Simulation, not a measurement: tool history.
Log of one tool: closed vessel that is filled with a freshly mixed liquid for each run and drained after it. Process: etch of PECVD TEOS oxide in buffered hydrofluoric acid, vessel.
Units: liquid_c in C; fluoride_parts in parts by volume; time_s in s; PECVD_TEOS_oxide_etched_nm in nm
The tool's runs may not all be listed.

run  hour  liquid_c  fluoride_parts  time_s  PECVD_TEOS_oxide_etched_nm
  1   0.0      22.0            21.5     155                      74.623
  2   7.2      24.0            20.0     155                      87.540
  3  12.4      26.0            20.0     155                      98.069
  4  15.0      26.0            20.0     165                     104.620
  5  23.6      27.0            19.5     165                     113.260
  6  24.2      27.5            19.0     165                     119.060
  7  28.1      28.0            18.5     165                     125.590

The next listed run, before its measurement:
  8  32.8      28.5            18.5     165                           ?

Run 8 gave PECVD_TEOS_oxide_etched_nm 128.840 nm.

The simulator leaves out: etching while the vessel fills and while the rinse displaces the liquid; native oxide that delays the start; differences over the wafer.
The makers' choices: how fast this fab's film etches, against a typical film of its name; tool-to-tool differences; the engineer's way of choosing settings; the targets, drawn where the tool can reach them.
